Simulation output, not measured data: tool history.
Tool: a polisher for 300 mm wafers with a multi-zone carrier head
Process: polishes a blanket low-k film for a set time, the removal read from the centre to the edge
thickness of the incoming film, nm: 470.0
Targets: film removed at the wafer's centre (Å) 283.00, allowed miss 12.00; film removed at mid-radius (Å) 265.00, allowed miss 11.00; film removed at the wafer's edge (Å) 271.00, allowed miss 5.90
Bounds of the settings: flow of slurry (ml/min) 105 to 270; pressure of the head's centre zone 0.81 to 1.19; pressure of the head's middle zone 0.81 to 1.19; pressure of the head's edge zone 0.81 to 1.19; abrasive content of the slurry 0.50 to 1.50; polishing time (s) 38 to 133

run	hour	flow of slurry (ml/min)	pressure of the head's centre zone	pressure of the head's middle zone	pressure of the head's edge zone	abrasive content of the slurry	polishing time (s)	film removed at the wafer's centre (Å)	film removed at mid-radius (Å)	film removed at the wafer's edge (Å)
1	0.0	175	1.00	1.00	1.00	1.00	85	160.16	157.78	160.19
2	4.1	185	1.02	1.02	1.04	1.15	89	178.66	178.46	184.09
3	11.2	185	1.02	1.02	1.04	1.25	89	186.77	186.13	189.42
4	12.1	185	1.02	1.02	1.04	1.35	89	195.29	190.06	194.47
5	16.4	185	1.02	1.05	1.04	1.35	89	191.40	198.90	194.09
6	21.7	200	1.05	1.06	1.07	1.40	93	210.86	209.44	211.76
7	26.0	205	1.08	1.08	1.08	1.45	97	227.58	232.84	227.12
# hour 30.3: worn pad replaced by a new one
8	30.3	210	1.10	1.08	1.09	1.45	99	259.60	243.37	248.26
9	33.6	220	1.11	1.09	1.10	1.45	99	261.01	252.27	248.95
10	40.1	230	1.11	1.09	1.11	1.45	99	258.63	249.94	252.35
11	42.1	235	1.12	1.09	1.12	1.45	99	263.68	254.90	253.19
12	45.3	240	1.13	1.09	1.14	1.45	99	272.33	253.51	257.26
13	49.6	245	1.13	1.09	1.15	1.45	99	270.91	261.55	259.32
14	54.2	250	1.13	1.08	1.16	1.45	99	272.22	254.31	261.83
15	62.9	255	1.13	1.08	1.17	1.45	99	269.00	254.01	263.70

5 next moves are on the table. One of them brings every result within its allowed miss. Which?
A	71.6	250	1.16	1.01	1.19	1.40	101	?	?	?
B	71.6	270	0.98	1.09	1.19	1.50	103	?	?	?
C	71.6	255	1.02	1.01	1.19	1.10	111	?	?	?
D	71.6	255	1.17	1.11	1.17	1.20	104	?	?	?
E	71.6	230	1.13	1.06	1.12	1.45	106	?	?	?

move	film removed at the wafer's centre (Å)	film removed at mid-radius (Å)	film removed at the wafer's edge (Å)
A	275.77	246.75	266.63
B	254.80	275.86	280.52
C	248.57	246.60	266.17
D	269.91	257.18	256.20
E	283.86	269.23	272.44
A: brings the result that was furthest off to its target, and leaves another outside
B: takes the result that was furthest off past its target
C: brings the result that was furthest off to its target, and leaves another outside
D: further off than the last run
E: meets every target
Move E is the one to make.
